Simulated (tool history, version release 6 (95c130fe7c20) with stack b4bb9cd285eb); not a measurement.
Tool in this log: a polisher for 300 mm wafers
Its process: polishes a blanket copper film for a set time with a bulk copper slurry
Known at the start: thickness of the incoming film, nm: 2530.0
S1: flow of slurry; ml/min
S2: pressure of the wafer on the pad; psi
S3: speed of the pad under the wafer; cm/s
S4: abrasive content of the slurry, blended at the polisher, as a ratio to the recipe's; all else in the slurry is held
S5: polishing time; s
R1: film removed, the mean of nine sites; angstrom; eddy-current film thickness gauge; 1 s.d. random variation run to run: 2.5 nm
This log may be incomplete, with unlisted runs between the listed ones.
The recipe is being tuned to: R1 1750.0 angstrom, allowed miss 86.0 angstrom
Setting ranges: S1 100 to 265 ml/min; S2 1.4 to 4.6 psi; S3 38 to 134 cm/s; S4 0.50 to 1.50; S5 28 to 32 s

run	day	S1	S2	S3	S4	S5	R1
1	0.000	170	3.0	86	1.00	32	3063.4
2	0.042	200	3.0	86	1.00	32	3083.5
3	0.125	200	3.0	86	1.00	32	3065.2
4	0.479	200	3.0	102	1.00	32	3721.7
5	0.850	200	2.7	98	1.00	32	3250.2
6	0.967	160	2.7	98	1.00	32	3134.1
7	1.221	160	2.5	96	1.00	32	2849.6
8	1.404	160	2.3	94	1.00	32	2625.5

4 next moves are on the table. One of them brings every result within its allowed miss. Which?
A	1.588	145	1.8	86	1.25	28	?
B	1.588	170	1.5	102	1.10	28	?
C	1.588	200	1.4	90	1.15	28	?
D	1.588	155	1.4	92	0.65	31	?

move	R1
A	1913.8
B	2002.8
C	1763.3
D	1643.1
A: closer than the last run, but not yet in spec
B: closer than the last run, but not yet in spec
C: each result inside its tolerance
D: moves the result that the last run missed by most past its target, out the other side
C meets every target.

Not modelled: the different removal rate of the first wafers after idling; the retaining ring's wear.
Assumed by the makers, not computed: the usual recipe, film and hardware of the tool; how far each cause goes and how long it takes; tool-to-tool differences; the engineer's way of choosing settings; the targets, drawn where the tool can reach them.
